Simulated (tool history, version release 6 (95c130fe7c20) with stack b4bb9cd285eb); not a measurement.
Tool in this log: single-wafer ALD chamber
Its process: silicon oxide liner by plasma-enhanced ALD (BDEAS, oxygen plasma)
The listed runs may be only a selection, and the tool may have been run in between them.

run  hour  heater temperature setpoint (°C)  number of ALD cycles (cycles)  mean film thickness on the monitor wafer (angstrom)
  1   0.0                               310                             71                                               67.252
  2   3.6                               310                             80                                               75.643
  3  11.0                               310                             82                                               77.742
  4  18.7                               310                             84                                               79.737
  5  23.0                               310                             77                                               73.233
  6  26.0                               301                             77                                               74.248
  7  31.5                               300                             79                                               75.979
  8  38.2                               300                             81                                               78.391
  9  44.0                               300                             81                                               78.326

Run 10 is up next; what results do you expect?
 10  48.4                               300                             81                                                    ?

{"run 10": {"mean film thickness on the monitor wafer (angstrom)": 78.467}}
